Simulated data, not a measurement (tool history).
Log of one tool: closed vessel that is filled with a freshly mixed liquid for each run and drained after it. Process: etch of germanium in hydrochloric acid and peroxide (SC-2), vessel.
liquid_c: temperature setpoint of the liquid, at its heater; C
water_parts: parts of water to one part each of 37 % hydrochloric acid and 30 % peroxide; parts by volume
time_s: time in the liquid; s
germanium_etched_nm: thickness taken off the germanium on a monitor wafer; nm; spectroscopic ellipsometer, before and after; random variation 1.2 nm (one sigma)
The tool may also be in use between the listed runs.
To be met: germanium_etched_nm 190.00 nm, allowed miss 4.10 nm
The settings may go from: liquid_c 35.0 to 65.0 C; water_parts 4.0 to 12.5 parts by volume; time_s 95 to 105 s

run	hour	liquid_c	water_parts	time_s	germanium_etched_nm
1	0.0	49.0	7.0	95	239.87
2	1.8	49.0	9.5	95	232.08
3	5.8	49.0	9.5	105	255.79
4	15.0	47.0	9.5	105	239.28
5	19.1	45.5	9.5	105	227.21
6	27.0	44.5	9.5	105	219.47
7	29.2	43.5	9.5	105	212.14
8	34.9	43.0	9.5	105	212.34
9	41.4	42.0	9.5	105	204.40

Which of these 4 next moves meets every target?
A	47.9	44.5	9.0	100	?
B	47.9	43.5	9.5	100	?
C	47.9	44.5	9.0	95	?
D	47.9	41.0	8.5	100	?

move	germanium_etched_nm
A	212.12
B	204.40
C	201.51
D	189.56
A: further off than the last run
B: as far off as the last run
C: nearer than the last run, and not there yet
D: meets every target
Answer: D
